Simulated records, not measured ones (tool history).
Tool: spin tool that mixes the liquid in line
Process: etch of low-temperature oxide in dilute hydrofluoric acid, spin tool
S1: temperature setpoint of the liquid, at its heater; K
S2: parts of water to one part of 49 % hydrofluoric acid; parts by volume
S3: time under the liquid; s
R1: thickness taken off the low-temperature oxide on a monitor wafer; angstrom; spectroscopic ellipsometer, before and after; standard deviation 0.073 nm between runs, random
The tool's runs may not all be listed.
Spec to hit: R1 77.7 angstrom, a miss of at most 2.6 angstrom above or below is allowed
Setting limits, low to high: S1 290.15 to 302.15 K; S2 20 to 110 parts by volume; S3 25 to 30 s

run 1 hour=0 | S1=294.15 S2=60 S3=30 | R1=48.851
run 2 hour=5.9 | S1=294.15 S2=60 S3=25 | R1=41.402
run 3 hour=11.5 | S1=296.15 S2=60 S3=25 | R1=44.961
run 4 hour=16.3 | S1=296.15 S2=60 S3=25 | R1=44.954
run 5 hour=20.4 | S1=296.65 S2=55 S3=25 | R1=49.996
run 6 hour=28.7 | S1=293.65 S2=55 S3=25 | R1=43.624
run 7 hour=31.5 | S1=297.65 S2=40 S3=25 | R1=71.231
run 8 hour=40 | S1=298.15 S2=40 S3=25 | R1=73.059

4 next moves are on the table. One of them brings every result within its allowed miss. Which?
run A hour=48.5 | S1=299.65 S2=45 S3=30 | R1=?
run B hour=48.5 | S1=299.65 S2=40 S3=25 | R1=?
run C hour=48.5 | S1=298.15 S2=35 S3=25 | R1=?
run D hour=48.5 | S1=300.15 S2=45 S3=30 | R1=?

move=A R1=83.877
move=B R1=79.196
move=C R1=85.708
move=D R1=85.59
A: takes the result that was furthest off past its target
B: every result within its allowed miss
C: takes the result that was furthest off past its target
D: takes the result that was furthest off past its target
Move B is the one to make.
